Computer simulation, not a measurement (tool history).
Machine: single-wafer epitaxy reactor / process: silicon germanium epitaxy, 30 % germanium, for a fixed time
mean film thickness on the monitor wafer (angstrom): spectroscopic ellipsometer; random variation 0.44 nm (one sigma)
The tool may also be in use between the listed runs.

run	hour	wafer temperature setpoint (pyrometer-controlled) (deg C)	chamber pressure (Torr)	mean film thickness on the monitor wafer (angstrom)
1	0	620	22.7	872.1
2	7.7	620	19.6	812.07
3	9.1	620	23.3	885.01
4	16.3	620	20.6	836.81
5	19.9	623	20.6	876.59
6	28.3	626	20.6	931.43

The next listed run, before its measurement:
7	34.2	628	20.6	?

{"run 7": {"mean film thickness on the monitor wafer (angstrom)": 958.99}}
